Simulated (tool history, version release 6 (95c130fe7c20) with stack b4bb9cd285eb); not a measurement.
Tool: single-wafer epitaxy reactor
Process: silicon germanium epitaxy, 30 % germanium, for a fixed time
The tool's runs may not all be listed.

run	hour	wafer temperature setpoint (pyrometer-controlled) (K)	chamber pressure (Pa)	mean film thickness on the monitor wafer (nm)
1	0	873.15	3480	58.976
2	8.2	873.15	3746	61.184
3	10	873.15	4106	63.002
4	11.9	871.15	4093	61.328
5	17.6	881.15	4093	71.321
6	24.5	881.15	4666	74.651
7	28.2	869.15	4533	61.215

Run 8 comes next. What will it give?
8	37.2	867.15	4520	?

Run 8 gave mean film thickness on the monitor wafer (nm) 59.48.

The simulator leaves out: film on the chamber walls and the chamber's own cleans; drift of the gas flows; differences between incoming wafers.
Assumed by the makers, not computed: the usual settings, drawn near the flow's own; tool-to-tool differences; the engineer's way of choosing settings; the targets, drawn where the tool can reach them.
